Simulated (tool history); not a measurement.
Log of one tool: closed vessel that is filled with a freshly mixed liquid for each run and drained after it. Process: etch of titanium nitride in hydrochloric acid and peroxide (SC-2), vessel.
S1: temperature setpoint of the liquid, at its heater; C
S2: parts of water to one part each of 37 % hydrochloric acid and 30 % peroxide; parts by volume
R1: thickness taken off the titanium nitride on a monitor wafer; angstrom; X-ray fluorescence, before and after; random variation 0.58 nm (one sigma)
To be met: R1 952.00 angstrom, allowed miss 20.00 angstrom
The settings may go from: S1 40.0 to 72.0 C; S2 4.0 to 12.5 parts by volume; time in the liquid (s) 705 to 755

Run 1, hour 0.0: S1 56.0 C, S2 7.0 parts by volume, time in the liquid (s) 705. Result: R1 639.78 angstrom.
Run 2, hour 5.8: S1 56.0 C, S2 7.0 parts by volume, time in the liquid (s) 755. Result: R1 685.62 angstrom.
Run 3, hour 14.2: S1 57.0 C, S2 7.0 parts by volume, time in the liquid (s) 755. Result: R1 728.91 angstrom.
Run 4, hour 16.5: S1 52.5 C, S2 7.0 parts by volume, time in the liquid (s) 755. Result: R1 542.43 angstrom.
Run 5, hour 20.4: S1 52.5 C, S2 7.0 parts by volume, time in the liquid (s) 705. Result: R1 508.70 angstrom.
Run 6, hour 26.0: S1 55.0 C, S2 7.0 parts by volume, time in the liquid (s) 705. Result: R1 603.81 angstrom.
Run 7, hour 33.6: S1 56.5 C, S2 7.0 parts by volume, time in the liquid (s) 705. Result: R1 659.92 angstrom.
Run 8, hour 37.3: S1 57.5 C, S2 7.0 parts by volume, time in the liquid (s) 705. Result: R1 702.98 angstrom.
Run 9, hour 38.3: S1 58.5 C, S2 7.0 parts by volume, time in the liquid (s) 705. Result: R1 745.03 angstrom.
Run 10, hour 44.8: S1 63.0 C, S2 7.0 parts by volume, time in the liquid (s) 705. Result: R1 998.24 angstrom.
At hour 46.3: chemicals flow meter replaced.
Run 11, hour 46.3: S1 62.5 C, S2 7.0 parts by volume, time in the liquid (s) 705. Result: R1 896.84 angstrom.
Run 12, hour 51.9: S1 63.0 C, S2 7.0 parts by volume, time in the liquid (s) 705. Result: R1 927.37 angstrom.

5 next moves are on the table. One of them brings every result within its allowed miss. Which?
Run A, hour 57.5: S1 67.5 C, S2 9.5 parts by volume, time in the liquid (s) 705. Result: R1 ?.
Run B, hour 57.5: S1 62.0 C, S2 7.0 parts by volume, time in the liquid (s) 730. Result: R1 ?.
Run C, hour 57.5: S1 62.5 C, S2 7.0 parts by volume, time in the liquid (s) 705. Result: R1 ?.
Run D, hour 57.5: S1 61.5 C, S2 6.5 parts by volume, time in the liquid (s) 705. Result: R1 ?.
Run E, hour 57.5: S1 56.5 C, S2 4.0 parts by volume, time in the liquid (s) 755. Result: R1 ?.

move      R1
   A  948.41
   B  897.25
   C  893.76
   D  889.45
   E  984.23
A: meets every target
B: further off than the last run
C: further off than the last run
D: further off than the last run
E: takes the result that was furthest off past its target
The right move is A.
